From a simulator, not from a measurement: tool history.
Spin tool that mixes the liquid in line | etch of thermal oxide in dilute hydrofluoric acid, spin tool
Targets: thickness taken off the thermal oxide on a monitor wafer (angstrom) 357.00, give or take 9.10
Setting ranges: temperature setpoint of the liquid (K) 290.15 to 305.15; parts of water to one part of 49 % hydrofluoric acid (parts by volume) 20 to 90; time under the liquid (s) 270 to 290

run	hour	temperature setpoint of the liquid (K)	parts of water to one part of 49 % hydrofluoric acid (parts by volume)	time under the liquid (s)	thickness taken off the thermal oxide on a monitor wafer (angstrom)
1	0.0	297.15	50	270	261.81
2	0.9	300.15	50	270	294.67
3	4.4	300.15	35	270	429.40
4	5.1	300.15	20	270	779.88
5	11.5	300.15	20	290	815.79
6	13.3	299.15	20	290	801.68
7	16.3	298.15	20	290	754.21
8	23.2	297.15	20	290	734.07
9	30.6	296.65	20	290	709.41
10	33.5	292.65	40	290	293.05
11	37.7	293.15	40	290	299.61

Of the 4 settings listed for the next run, only one would bring every result within its allowed miss of target. Which one?
A	41.9	294.15	35	270	?
B	41.9	290.65	30	270	?
C	41.9	290.15	30	290	?
D	41.9	296.15	40	285	?

move	thickness taken off the thermal oxide on a monitor wafer (angstrom)
A	333.77
B	336.68
C	353.75
D	333.30
A: nearer the targets than the last run, but a result is still out of spec
B: nearer the targets than the last run, but a result is still out of spec
C: every result lands within tolerance
D: nearer the targets than the last run, but a result is still out of spec
Move C is the one to make.
